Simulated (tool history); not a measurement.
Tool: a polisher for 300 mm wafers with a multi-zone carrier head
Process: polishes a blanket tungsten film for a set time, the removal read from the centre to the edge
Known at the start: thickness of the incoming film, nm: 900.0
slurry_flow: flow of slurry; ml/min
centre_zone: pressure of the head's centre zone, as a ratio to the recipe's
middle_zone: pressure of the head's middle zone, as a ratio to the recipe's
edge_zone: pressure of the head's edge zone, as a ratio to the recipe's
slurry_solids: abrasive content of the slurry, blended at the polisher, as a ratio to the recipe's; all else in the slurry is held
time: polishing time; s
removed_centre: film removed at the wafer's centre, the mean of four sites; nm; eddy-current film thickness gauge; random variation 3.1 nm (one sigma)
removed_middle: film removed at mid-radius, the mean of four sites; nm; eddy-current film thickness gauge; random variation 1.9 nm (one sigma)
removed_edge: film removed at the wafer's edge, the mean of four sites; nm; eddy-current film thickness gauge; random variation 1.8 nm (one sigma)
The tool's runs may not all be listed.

{"run": 1, "hour": 0.0, "slurry_flow": 135, "centre_zone": 1, "middle_zone": 1, "edge_zone": 1, "slurry_solids": 1, "time": 59, "removed_centre": 251.1, "removed_middle": 248.06, "removed_edge": 246.62}
{"run": 2, "hour": 7.3, "slurry_flow": 145, "centre_zone": 0.98, "middle_zone": 1.03, "edge_zone": 1.02, "slurry_solids": 1, "time": 59, "removed_centre": 247.47, "removed_middle": 259.04, "removed_edge": 252.82}
{"run": 3, "hour": 11.6, "slurry_flow": 145, "centre_zone": 0.98, "middle_zone": 1.03, "edge_zone": 1.02, "slurry_solids": 0.9, "time": 59, "removed_centre": 245.22, "removed_middle": 252.98, "removed_edge": 244.66}
{"run": 4, "hour": 12.9, "slurry_flow": 115, "centre_zone": 0.98, "middle_zone": 1.03, "edge_zone": 1.02, "slurry_solids": 0.9, "time": 59, "removed_centre": 224.28, "removed_middle": 238.87, "removed_edge": 237.89}
{"run": 5, "hour": 21.8, "slurry_flow": 115, "centre_zone": 0.98, "middle_zone": 1.03, "edge_zone": 1.02, "slurry_solids": 0.9, "time": 51, "removed_centre": 200.37, "removed_middle": 207.76, "removed_edge": 204.04}
{"run": 6, "hour": 26.2, "slurry_flow": 115, "centre_zone": 0.98, "middle_zone": 1.03, "edge_zone": 1.02, "slurry_solids": 0.9, "time": 40, "removed_centre": 154.94, "removed_middle": 161.53, "removed_edge": 158.74}
{"run": 7, "hour": 33.8, "slurry_flow": 125, "centre_zone": 0.98, "middle_zone": 1.06, "edge_zone": 1.05, "slurry_solids": 1, "time": 43, "removed_centre": 174.95, "removed_middle": 187.39, "removed_edge": 181.4}
{"run": 8, "hour": 40.7, "slurry_flow": 135, "centre_zone": 0.98, "middle_zone": 1.08, "edge_zone": 1.07, "slurry_solids": 1.1, "time": 45, "removed_centre": 192.83, "removed_middle": 207.9, "removed_edge": 197.91}
{"run": 9, "hour": 49.5, "slurry_flow": 145, "centre_zone": 0.97, "middle_zone": 1.1, "edge_zone": 1.09, "slurry_solids": 1.2, "time": 46, "removed_centre": 201.82, "removed_middle": 224.81, "removed_edge": 208.7}
{"run": 10, "hour": 58.4, "slurry_flow": 150, "centre_zone": 0.96, "middle_zone": 1.11, "edge_zone": 1.11, "slurry_solids": 1.25, "time": 48, "removed_centre": 208.58, "removed_middle": 239.57, "removed_edge": 225.03}
{"run": 11, "hour": 64.0, "slurry_flow": 160, "centre_zone": 0.96, "middle_zone": 1.12, "edge_zone": 1.12, "slurry_solids": 1.3, "time": 49, "removed_centre": 219.06, "removed_middle": 250.13, "removed_edge": 231.9}
{"run": 12, "hour": 70.5, "slurry_flow": 165, "centre_zone": 0.95, "middle_zone": 1.13, "edge_zone": 1.13, "slurry_solids": 1.35, "time": 50, "removed_centre": 227.14, "removed_middle": 260.59, "removed_edge": 243.85}

Forecast run 13:
{"run": 13, "hour": 77.4, "slurry_flow": 170, "centre_zone": 0.94, "middle_zone": 1.14, "edge_zone": 1.13, "slurry_solids": 1.4, "time": 51, "removed_centre": "?", "removed_middle": "?", "removed_edge": "?"}

{"run 13": {"removed_centre": 230.8, "removed_middle": 274.3, "removed_edge": 251.47}}
